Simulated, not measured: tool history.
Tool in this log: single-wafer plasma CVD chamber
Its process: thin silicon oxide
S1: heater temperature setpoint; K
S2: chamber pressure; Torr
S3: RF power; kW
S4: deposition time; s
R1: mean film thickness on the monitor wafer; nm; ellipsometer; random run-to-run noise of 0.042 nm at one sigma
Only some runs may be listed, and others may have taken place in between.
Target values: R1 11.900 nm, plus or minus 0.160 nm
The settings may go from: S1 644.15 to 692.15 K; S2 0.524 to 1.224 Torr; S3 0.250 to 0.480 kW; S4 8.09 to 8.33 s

{"run": 1, "day": 0.0, "S1": 668.15, "S2": 0.874, "S3": 0.365, "S4": 8.09, "R1": 14.864}
{"run": 2, "day": 0.075, "S1": 662.15, "S2": 0.874, "S3": 0.365, "S4": 8.09, "R1": 14.898}
{"run": 3, "day": 0.3, "S1": 662.15, "S2": 0.829, "S3": 0.365, "S4": 8.09, "R1": 14.086}
{"run": 4, "day": 0.671, "S1": 662.15, "S2": 0.829, "S3": 0.365, "S4": 8.33, "R1": 14.68}
{"run": 5, "day": 0.875, "S1": 662.15, "S2": 0.79, "S3": 0.365, "S4": 8.33, "R1": 13.888}
{"run": 6, "day": 1.021, "S1": 662.15, "S2": 0.878, "S3": 0.365, "S4": 8.33, "R1": 15.445}
{"run": 7, "day": 1.058, "S1": 662.15, "S2": 0.878, "S3": 0.365, "S4": 8.33, "R1": 15.402}
{"run": 8, "day": 1.342, "S1": 662.15, "S2": 0.831, "S3": 0.365, "S4": 8.33, "R1": 14.557}
{"run": 9, "day": 1.704, "S1": 662.15, "S2": 0.796, "S3": 0.365, "S4": 8.33, "R1": 13.918}
{"run": 10, "day": 2.054, "S1": 662.15, "S2": 0.627, "S3": 0.365, "S4": 8.33, "R1": 10.377}
{"run": 11, "day": 2.092, "S1": 662.15, "S2": 0.643, "S3": 0.365, "S4": 8.33, "R1": 10.781}
{"run": 12, "day": 2.317, "S1": 662.15, "S2": 0.655, "S3": 0.365, "S4": 8.33, "R1": 11.01}
{"run": 13, "day": 2.383, "S1": 662.15, "S2": 0.743, "S3": 0.365, "S4": 8.33, "R1": 12.892}
{"run": 14, "day": 2.683, "S1": 662.15, "S2": 0.743, "S3": 0.365, "S4": 8.33, "R1": 12.922}
{"run": 15, "day": 2.933, "S1": 664.15, "S2": 0.734, "S3": 0.365, "S4": 8.33, "R1": 12.695}
{"run": 16, "day": 3.204, "S1": 661.15, "S2": 0.73, "S3": 0.365, "S4": 8.33, "R1": 12.621}
{"run": 17, "day": 3.354, "S1": 661.15, "S2": 0.73, "S3": 0.365, "S4": 8.33, "R1": 12.656}
{"run": 18, "day": 3.658, "S1": 661.15, "S2": 0.657, "S3": 0.365, "S4": 8.33, "R1": 11.111}
{"run": 19, "day": 3.908, "S1": 661.15, "S2": 0.666, "S3": 0.365, "S4": 8.33, "R1": 11.242}
{"run": 20, "day": 4.108, "S1": 661.15, "S2": 0.673, "S3": 0.365, "S4": 8.33, "R1": 11.483}
{"run": 21, "day": 4.467, "S1": 660.15, "S2": 0.676, "S3": 0.365, "S4": 8.33, "R1": 11.53}
{"run": 22, "day": 4.521, "S1": 659.15, "S2": 0.679, "S3": 0.365, "S4": 8.33, "R1": 11.619}

Exactly one of the 4 candidate moves below puts every result within its allowed miss. Which one?
{"run": "A", "day": 4.575, "S1": 665.15, "S2": 0.683, "S3": 0.34, "S4": 8.33, "R1": "?"}
{"run": "B", "day": 4.575, "S1": 660.15, "S2": 0.684, "S3": 0.35, "S4": 8.09, "R1": "?"}
{"run": "C", "day": 4.575, "S1": 651.15, "S2": 0.697, "S3": 0.355, "S4": 8.33, "R1": "?"}
{"run": "D", "day": 4.575, "S1": 654.15, "S2": 0.669, "S3": 0.385, "S4": 8.15, "R1": "?"}

move=A R1=11.196
move=B R1=11.081
move=C R1=11.844
move=D R1=11.340
A: the biggest miss grows against the last run
B: the biggest miss grows against the last run
C: all results land within tolerance of their targets
D: the biggest miss grows against the last run
C meets every target.

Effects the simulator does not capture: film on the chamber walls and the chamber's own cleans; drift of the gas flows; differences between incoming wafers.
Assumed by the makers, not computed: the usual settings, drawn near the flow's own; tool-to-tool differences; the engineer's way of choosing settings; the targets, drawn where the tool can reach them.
